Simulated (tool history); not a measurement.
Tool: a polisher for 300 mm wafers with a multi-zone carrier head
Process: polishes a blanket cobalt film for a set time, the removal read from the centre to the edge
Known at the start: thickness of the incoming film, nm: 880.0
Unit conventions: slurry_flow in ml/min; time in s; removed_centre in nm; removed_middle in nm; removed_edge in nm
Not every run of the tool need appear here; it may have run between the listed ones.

Run 1, hour 0.0: slurry_flow 210 ml/min, centre_zone 1.00, middle_zone 1.00, edge_zone 1.00, time 61 s. Result: removed_centre 196.17 nm, removed_middle 199.71 nm, removed_edge 196.46 nm.
Run 2, hour 2.5: slurry_flow 210 ml/min, centre_zone 1.00, middle_zone 1.04, edge_zone 1.00, time 61 s. Result: removed_centre 197.57 nm, removed_middle 204.74 nm, removed_edge 192.97 nm.
Run 3, hour 4.3: slurry_flow 210 ml/min, centre_zone 0.94, middle_zone 1.04, edge_zone 1.00, time 61 s. Result: removed_centre 184.62 nm, removed_middle 205.31 nm, removed_edge 195.94 nm.
Run 4, hour 5.1: slurry_flow 210 ml/min, centre_zone 0.97, middle_zone 1.04, edge_zone 0.97, time 55 s. Result: removed_centre 174.20 nm, removed_middle 185.46 nm, removed_edge 179.24 nm.
Run 5, hour 7.9: slurry_flow 240 ml/min, centre_zone 0.97, middle_zone 1.04, edge_zone 0.97, time 55 s. Result: removed_centre 176.51 nm, removed_middle 186.77 nm, removed_edge 173.69 nm.
Run 6, hour 15.8: slurry_flow 255 ml/min, centre_zone 0.98, middle_zone 1.04, edge_zone 0.95, time 50 s. Result: removed_centre 167.52 nm, removed_middle 174.79 nm, removed_edge 159.42 nm.
Run 7, hour 17.2: slurry_flow 270 ml/min, centre_zone 0.99, middle_zone 1.04, edge_zone 0.94, time 46 s. Result: removed_centre 153.62 nm, removed_middle 159.92 nm, removed_edge 151.46 nm.

What will run 8 give?
Run 8, hour 18.0: slurry_flow 210 ml/min, centre_zone 1.06, middle_zone 1.04, edge_zone 0.84, time 36 s. Result: removed_centre ?, removed_middle ?, removed_edge ?.

removed_centre: 122.56 nm
removed_middle: 121.78 nm
removed_edge: 108.57 nm

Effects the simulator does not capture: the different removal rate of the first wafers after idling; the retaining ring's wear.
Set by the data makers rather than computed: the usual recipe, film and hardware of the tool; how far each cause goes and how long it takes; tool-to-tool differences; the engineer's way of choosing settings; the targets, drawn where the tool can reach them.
